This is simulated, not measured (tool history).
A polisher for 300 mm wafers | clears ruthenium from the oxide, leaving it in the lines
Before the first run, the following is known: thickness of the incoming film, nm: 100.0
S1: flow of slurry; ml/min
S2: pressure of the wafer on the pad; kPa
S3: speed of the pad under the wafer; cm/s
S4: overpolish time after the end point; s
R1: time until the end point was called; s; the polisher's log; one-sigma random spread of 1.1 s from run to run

run	hour	S1	S2	S3	S4	R1
1	0	255	17.2	88	19	102.54
2	5.5	255	13.8	88	19	115.75
3	6.4	255	16.5	88	19	102.43
4	8.8	255	16.5	88	19	100.79
5	11	255	18.6	88	19	96.527
6	17.9	255	20.7	92	19	83.967
7	23.7	255	22.1	94	19	76.113
8	32.5	255	22.8	94	19	76.426
9	41.5	255	23.4	94	19	74.401

Estimate the outcome of run 10 from the log above:
10	44.2	255	23.4	94	19	?

R1: 75.205 s
